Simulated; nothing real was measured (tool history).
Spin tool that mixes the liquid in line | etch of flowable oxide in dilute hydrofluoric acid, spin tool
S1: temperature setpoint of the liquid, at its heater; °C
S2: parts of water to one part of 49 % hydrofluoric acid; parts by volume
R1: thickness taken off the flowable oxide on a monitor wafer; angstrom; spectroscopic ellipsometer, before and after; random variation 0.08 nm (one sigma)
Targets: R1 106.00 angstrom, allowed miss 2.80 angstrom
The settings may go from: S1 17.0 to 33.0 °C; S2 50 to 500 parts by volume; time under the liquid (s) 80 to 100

{"run": 1, "hour": 0.0, "S1": 25.0, "S2": 275, "time under the liquid (s)": 100, "R1": 171.14}
{"run": 2, "hour": 1.0, "S1": 22.5, "S2": 290, "time under the liquid (s)": 100, "R1": 145.06}
{"run": 3, "hour": 1.8, "S1": 24.0, "S2": 290, "time under the liquid (s)": 100, "R1": 152.95}
{"run": 4, "hour": 10.7, "S1": 22.0, "S2": 300, "time under the liquid (s)": 100, "R1": 136.28}
{"run": 5, "hour": 16.7, "S1": 22.0, "S2": 215, "time under the liquid (s)": 100, "R1": 208.98}
{"run": 6, "hour": 25.0, "S1": 22.0, "S2": 160, "time under the liquid (s)": 100, "R1": 291.83}
{"run": 7, "hour": 33.1, "S1": 20.5, "S2": 215, "time under the liquid (s)": 100, "R1": 195.86}
{"run": 8, "hour": 41.4, "S1": 19.5, "S2": 245, "time under the liquid (s)": 100, "R1": 162.27}
{"run": 9, "hour": 42.1, "S1": 18.5, "S2": 265, "time under the liquid (s)": 100, "R1": 141.0}
{"run": 10, "hour": 47.4, "S1": 18.0, "S2": 280, "time under the liquid (s)": 100, "R1": 128.22}
{"run": 11, "hour": 54.6, "S1": 17.5, "S2": 290, "time under the liquid (s)": 100, "R1": 121.19}
{"run": 12, "hour": 61.2, "S1": 17.5, "S2": 300, "time under the liquid (s)": 100, "R1": 115.05}
{"run": 13, "hour": 62.3, "S1": 17.5, "S2": 305, "time under the liquid (s)": 100, "R1": 113.09}
{"run": 14, "hour": 64.5, "S1": 17.5, "S2": 310, "time under the liquid (s)": 100, "R1": 109.67}

5 next moves are on the table. One of them brings every result within its allowed miss. Which?
{"run": "A", "hour": 66.7, "S1": 17.0, "S2": 285, "time under the liquid (s)": 95, "R1": "?"}
{"run": "B", "hour": 66.7, "S1": 17.0, "S2": 245, "time under the liquid (s)": 80, "R1": "?"}
{"run": "C", "hour": 66.7, "S1": 22.0, "S2": 305, "time under the liquid (s)": 80, "R1": "?"}
{"run": "D", "hour": 66.7, "S1": 19.0, "S2": 300, "time under the liquid (s)": 95, "R1": "?"}
{"run": "E", "hour": 66.7, "S1": 17.0, "S2": 265, "time under the liquid (s)": 90, "R1": "?"}

move=A R1=114.68
move=B R1=116.27
move=C R1=106.58
move=D R1=115.94
move=E R1=118.85
A: further off than the last run
B: further off than the last run
C: meets every target
D: further off than the last run
E: further off than the last run
Answer: C
